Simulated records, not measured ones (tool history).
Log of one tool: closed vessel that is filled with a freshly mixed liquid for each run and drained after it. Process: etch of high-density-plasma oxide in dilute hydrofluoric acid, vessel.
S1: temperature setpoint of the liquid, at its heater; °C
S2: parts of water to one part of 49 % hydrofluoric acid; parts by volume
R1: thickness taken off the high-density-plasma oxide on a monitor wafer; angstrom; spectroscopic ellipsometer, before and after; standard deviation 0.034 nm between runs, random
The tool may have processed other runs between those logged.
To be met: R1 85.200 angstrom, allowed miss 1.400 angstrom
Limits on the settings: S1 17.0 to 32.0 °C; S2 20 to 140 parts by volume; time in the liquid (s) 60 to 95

{"run": 1, "hour": 0.0, "S1": 24.0, "S2": 75, "time in the liquid (s)": 95, "R1": 67.238}
{"run": 2, "hour": 8.2, "S1": 24.0, "S2": 75, "time in the liquid (s)": 60, "R1": 42.422}
{"run": 3, "hour": 11.4, "S1": 25.5, "S2": 70, "time in the liquid (s)": 60, "R1": 48.266}
{"run": 4, "hour": 18.0, "S1": 24.0, "S2": 70, "time in the liquid (s)": 60, "R1": 45.74}
{"run": 5, "hour": 23.3, "S1": 24.0, "S2": 70, "time in the liquid (s)": 60, "R1": 45.621}
{"run": 6, "hour": 30.2, "S1": 25.5, "S2": 60, "time in the liquid (s)": 60, "R1": 57.663}
{"run": 7, "hour": 39.0, "S1": 26.5, "S2": 60, "time in the liquid (s)": 60, "R1": 59.616}
{"run": 8, "hour": 43.7, "S1": 27.5, "S2": 60, "time in the liquid (s)": 60, "R1": 62.352}
{"run": 9, "hour": 46.9, "S1": 28.5, "S2": 60, "time in the liquid (s)": 60, "R1": 64.771}
{"hour": 51.9, "done": "hydrofluoric acid flow meter replaced"}
{"run": 10, "hour": 51.9, "S1": 32.0, "S2": 50, "time in the liquid (s)": 60, "R1": 103.13}
{"run": 11, "hour": 55.0, "S1": 31.5, "S2": 50, "time in the liquid (s)": 60, "R1": 100.66}
{"run": 12, "hour": 57.8, "S1": 31.0, "S2": 50, "time in the liquid (s)": 60, "R1": 99.56}
{"run": 13, "hour": 64.3, "S1": 30.5, "S2": 50, "time in the liquid (s)": 60, "R1": 97.387}
{"run": 14, "hour": 71.3, "S1": 26.5, "S2": 50, "time in the liquid (s)": 60, "R1": 82.859}
{"run": 15, "hour": 75.8, "S1": 26.5, "S2": 50, "time in the liquid (s)": 60, "R1": 83.363}

Pick the move, out of 4, that brings all results within their allowed miss; only one does.
{"run": "A", "hour": 80.3, "S1": 22.5, "S2": 45, "time in the liquid (s)": 65, "R1": "?"}
{"run": "B", "hour": 80.3, "S1": 26.0, "S2": 50, "time in the liquid (s)": 60, "R1": "?"}
{"run": "C", "hour": 80.3, "S1": 31.0, "S2": 60, "time in the liquid (s)": 60, "R1": "?"}
{"run": "D", "hour": 80.3, "S1": 24.5, "S2": 65, "time in the liquid (s)": 85, "R1": "?"}

move=A R1=84.843
move=B R1=80.863
move=C R1=80.913
move=D R1=81.259
A: all results land within tolerance of their targets
B: moves away from the targets compared with the last run
C: moves away from the targets compared with the last run
D: moves away from the targets compared with the last run
Move A is the one to make.

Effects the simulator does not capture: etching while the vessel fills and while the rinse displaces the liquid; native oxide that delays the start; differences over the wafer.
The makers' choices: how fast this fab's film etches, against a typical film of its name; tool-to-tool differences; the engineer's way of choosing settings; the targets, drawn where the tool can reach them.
